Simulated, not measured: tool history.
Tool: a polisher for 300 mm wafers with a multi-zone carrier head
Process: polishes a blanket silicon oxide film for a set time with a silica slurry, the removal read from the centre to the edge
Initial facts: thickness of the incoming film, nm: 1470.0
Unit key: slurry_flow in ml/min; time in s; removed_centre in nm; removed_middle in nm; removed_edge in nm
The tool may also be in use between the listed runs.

run	hour	slurry_flow	centre_zone	middle_zone	edge_zone	slurry_solids	time	removed_centre	removed_middle	removed_edge
1	0	125	1	1	1	1	63	268.21	267.59	264.06
2	0.7	135	1.04	1	1.02	1	63	280.86	267.97	271.92
3	9.6	150	1.04	1	1.02	1	63	292.14	271.17	273.85
4	17.9	150	1.04	1	1.02	1	49	224.38	213.75	214.9
5	22.8	135	1.04	1	1.02	1	49	219.72	208.29	210.43
6	24.1	145	1.07	1.01	1.03	1.1	50	246.6	224.48	226.88
7	25.1	150	1.09	1.02	1.05	1.2	51	265.62	242.7	239.52
8	26.3	155	1.11	1.01	1.06	1.25	52	276.94	252.77	247.93
9	30.1	160	1.13	0.99	1.06	1.3	54	302.43	252.03	261.71
10	33.2	165	1.14	1	1.07	1.35	55	321.3	268.1	272.03
11	41.8	170	1.15	1	1.08	1.4	56	316.44	280.28	282.97
12	43.6	170	1.16	1	1.07	1.4	57	342.08	286.14	288.76
13	46.4	170	1.17	1	1.07	1.4	57	337.51	282.57	283.66
14	49	175	1.17	1	1.07	1.4	58	334.15	290.9	291.73

Run 15 has not been measured yet. What should we expect?
15	53.6	170	1.17	1	1.07	1.4	59	?	?	?

{"run 15": {"removed_centre": 344.99, "removed_middle": 302.03, "removed_edge": 297.65}}
